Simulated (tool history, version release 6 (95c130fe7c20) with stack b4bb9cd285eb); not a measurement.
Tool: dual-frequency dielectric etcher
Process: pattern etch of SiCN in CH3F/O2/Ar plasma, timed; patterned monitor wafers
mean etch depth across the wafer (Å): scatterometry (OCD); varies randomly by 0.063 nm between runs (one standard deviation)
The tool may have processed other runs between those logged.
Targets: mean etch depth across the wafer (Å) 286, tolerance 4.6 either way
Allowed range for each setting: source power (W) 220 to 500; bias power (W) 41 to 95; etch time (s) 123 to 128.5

run	hour	source power (W)	bias power (W)	etch time (s)	mean etch depth across the wafer (Å)
1	0	360	68	123	419.13
2	4.1	320	60	123	372.83
3	5.3	290	55	123	337.97
4	6.1	290	55	128.5	353.07
5	12.1	270	51	128.5	325.83
6	16.7	260	50	128.5	314.85
7	17.4	250	49	128.5	302.94
8	23.2	240	49	128.5	292.46
9	25.1	230	49	128.5	280.41
10	30	240	49	128.5	292.48
11	33.5	230	49	128.5	279.49
12	37	250	49	128.5	301.73

Exactly one of the 4 candidate moves below puts every result within its allowed miss. Which one?
A	40.5	270	41	128	?
B	40.5	240	48	127	?
C	40.5	240	47	124.5	?
D	40.5	240	59	123	?

move	mean etch depth across the wafer (Å)
A	301.07
B	286.44
C	278.72
D	298.85
A: about the same distance from the targets as the last run
B: every result within its allowed miss
C: takes the result that was furthest off past its target
D: gains on the last run, yet a result remains outside its allowed miss
B is the move that brings every result within its allowed miss.
